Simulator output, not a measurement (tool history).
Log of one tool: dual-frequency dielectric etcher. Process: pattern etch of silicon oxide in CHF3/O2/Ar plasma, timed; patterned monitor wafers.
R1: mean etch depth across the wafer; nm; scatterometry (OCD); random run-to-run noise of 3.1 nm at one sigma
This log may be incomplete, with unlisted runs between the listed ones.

{"run": 1, "hour": 0.0, "source power (W)": 760, "bias power (W)": 210, "etch time (s)": 349.5, "R1": 761.79}
{"run": 2, "hour": 5.0, "source power (W)": 760, "bias power (W)": 192, "etch time (s)": 349.5, "R1": 728.58}
{"run": 3, "hour": 10.5, "source power (W)": 700, "bias power (W)": 173, "etch time (s)": 343.5, "R1": 644.44}
{"run": 4, "hour": 18.8, "source power (W)": 610, "bias power (W)": 173, "etch time (s)": 343.5, "R1": 585.24}
{"run": 5, "hour": 20.3, "source power (W)": 610, "bias power (W)": 142, "etch time (s)": 343.5, "R1": 518.65}
{"run": 6, "hour": 22.4, "source power (W)": 610, "bias power (W)": 127, "etch time (s)": 343.5, "R1": 480.2}
{"run": 7, "hour": 30.2, "source power (W)": 650, "bias power (W)": 128, "etch time (s)": 343.5, "R1": 510.37}
{"run": 8, "hour": 32.7, "source power (W)": 670, "bias power (W)": 128, "etch time (s)": 343.5, "R1": 513.63}

What will run 9 give?
{"run": 9, "hour": 40.7, "source power (W)": 690, "bias power (W)": 128, "etch time (s)": 343.5, "R1": "?"}

Run 9 yielded R1 521.2 nm.

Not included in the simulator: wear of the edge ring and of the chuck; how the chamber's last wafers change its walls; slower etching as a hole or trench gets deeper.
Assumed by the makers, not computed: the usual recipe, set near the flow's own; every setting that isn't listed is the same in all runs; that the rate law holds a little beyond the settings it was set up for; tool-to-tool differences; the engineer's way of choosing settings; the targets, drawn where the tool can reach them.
